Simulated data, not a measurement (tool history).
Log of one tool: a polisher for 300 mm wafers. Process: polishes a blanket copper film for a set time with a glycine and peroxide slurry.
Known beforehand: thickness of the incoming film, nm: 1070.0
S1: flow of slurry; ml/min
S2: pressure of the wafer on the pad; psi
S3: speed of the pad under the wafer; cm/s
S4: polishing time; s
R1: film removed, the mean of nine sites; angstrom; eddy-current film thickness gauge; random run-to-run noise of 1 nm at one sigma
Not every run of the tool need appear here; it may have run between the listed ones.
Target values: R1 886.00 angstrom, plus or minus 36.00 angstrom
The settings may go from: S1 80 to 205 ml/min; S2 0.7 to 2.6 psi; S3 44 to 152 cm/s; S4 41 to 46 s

run	hour	S1	S2	S3	S4	R1
1	0.0	135	1.6	98	46	1704.30
2	8.7	135	1.6	84	46	1535.80
3	15.8	135	1.4	80	46	1369.50
4	22.5	135	1.3	78	46	1282.30
5	29.8	135	1.3	78	46	1274.60
6	37.8	120	1.3	78	46	1285.50
7	45.7	120	1.2	74	46	1187.20
8	49.9	120	1.1	72	46	1107.50
9	51.9	120	1.0	70	46	996.13

5 candidate next runs follow, results not yet known. Just one meets every target within its allowed miss. Identify it.
A	53.9	135	1.2	70	41	?
B	53.9	130	1.1	68	46	?
C	53.9	100	0.8	92	46	?
D	53.9	145	0.8	68	45	?
E	53.9	175	0.9	54	41	?

move	R1
A	1001.80
B	1045.70
C	992.89
D	881.59
E	782.20
A: moves away from the targets compared with the last run
B: moves away from the targets compared with the last run
C: roughly where the last run was
D: every result lands within tolerance
E: takes the result that was furthest off past its target
The right move is D.
